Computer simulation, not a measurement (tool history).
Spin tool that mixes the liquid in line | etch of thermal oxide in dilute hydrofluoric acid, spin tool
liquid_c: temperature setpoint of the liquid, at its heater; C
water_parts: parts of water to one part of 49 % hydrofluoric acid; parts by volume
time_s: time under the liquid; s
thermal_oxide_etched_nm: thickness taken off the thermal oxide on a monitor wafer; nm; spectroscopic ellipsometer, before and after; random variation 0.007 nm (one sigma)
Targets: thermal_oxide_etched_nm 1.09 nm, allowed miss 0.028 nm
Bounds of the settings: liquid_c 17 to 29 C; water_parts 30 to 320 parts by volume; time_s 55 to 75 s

{"run": 1, "hour": 0.0, "liquid_c": 21, "water_parts": 175, "time_s": 75, "thermal_oxide_etched_nm": 1.7553}
{"run": 2, "hour": 4.8, "liquid_c": 21, "water_parts": 135, "time_s": 75, "thermal_oxide_etched_nm": 2.3864}
{"run": 3, "hour": 9.9, "liquid_c": 21, "water_parts": 90, "time_s": 75, "thermal_oxide_etched_nm": 3.8002}
{"run": 4, "hour": 10.9, "liquid_c": 20, "water_parts": 120, "time_s": 75, "thermal_oxide_etched_nm": 2.6085}
{"run": 5, "hour": 18.0, "liquid_c": 20, "water_parts": 120, "time_s": 75, "thermal_oxide_etched_nm": 2.5948}
{"run": 6, "hour": 21.8, "liquid_c": 19, "water_parts": 120, "time_s": 75, "thermal_oxide_etched_nm": 2.4798}
{"run": 7, "hour": 27.0, "liquid_c": 18.5, "water_parts": 140, "time_s": 75, "thermal_oxide_etched_nm": 2.0465}
{"run": 8, "hour": 33.5, "liquid_c": 18, "water_parts": 155, "time_s": 75, "thermal_oxide_etched_nm": 1.7847}
{"run": 9, "hour": 34.9, "liquid_c": 17.5, "water_parts": 170, "time_s": 75, "thermal_oxide_etched_nm": 1.559}
{"run": 10, "hour": 38.4, "liquid_c": 17.5, "water_parts": 180, "time_s": 75, "thermal_oxide_etched_nm": 1.4823}
{"run": 11, "hour": 44.1, "liquid_c": 17.5, "water_parts": 180, "time_s": 75, "thermal_oxide_etched_nm": 1.4926}

4 next moves are on the table. One of them brings every result within its allowed miss. Which?
{"run": "A", "hour": 49.8, "liquid_c": 17, "water_parts": 160, "time_s": 60, "thermal_oxide_etched_nm": "?"}
{"run": "B", "hour": 49.8, "liquid_c": 18, "water_parts": 145, "time_s": 75, "thermal_oxide_etched_nm": "?"}
{"run": "C", "hour": 49.8, "liquid_c": 19, "water_parts": 145, "time_s": 75, "thermal_oxide_etched_nm": "?"}
{"run": "D", "hour": 49.8, "liquid_c": 17.5, "water_parts": 235, "time_s": 75, "thermal_oxide_etched_nm": "?"}

move=A thermal_oxide_etched_nm=1.3238
move=B thermal_oxide_etched_nm=1.9299
move=C thermal_oxide_etched_nm=2.0097
move=D thermal_oxide_etched_nm=1.0723
A: nearer than the last run, and not there yet
B: further off than the last run
C: further off than the last run
D: meets every target
Move D is the one to make.
